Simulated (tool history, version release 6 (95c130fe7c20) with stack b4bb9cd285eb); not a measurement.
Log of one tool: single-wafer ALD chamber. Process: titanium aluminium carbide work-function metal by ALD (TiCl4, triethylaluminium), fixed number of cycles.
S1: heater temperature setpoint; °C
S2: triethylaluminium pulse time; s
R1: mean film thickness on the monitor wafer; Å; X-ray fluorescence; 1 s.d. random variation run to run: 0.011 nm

run,hour,S1,S2,R1
1,0,325,8.36,23.94
2,7.4,321,8.36,23.677
3,8.8,321,10.22,23.914
4,12.1,328,10.22,24.88
5,20.9,325,9.82,24.623
6,25.8,325,8.09,23.476
7,32.8,323,7.76,23.207
8,37.3,321,7.56,22.871
9,42.2,309,5.76,20.132
10,48.7,309,5.78,20.023
11,54.2,309,5.8,20.031
12,59.9,309,5.82,20.253
13,67,309,5.84,19.892
14,69.2,309,5.84,19.832

What will run 15 give?
15,70.1,318,6.74,?

Run 15 measured R1 21.928 Å.

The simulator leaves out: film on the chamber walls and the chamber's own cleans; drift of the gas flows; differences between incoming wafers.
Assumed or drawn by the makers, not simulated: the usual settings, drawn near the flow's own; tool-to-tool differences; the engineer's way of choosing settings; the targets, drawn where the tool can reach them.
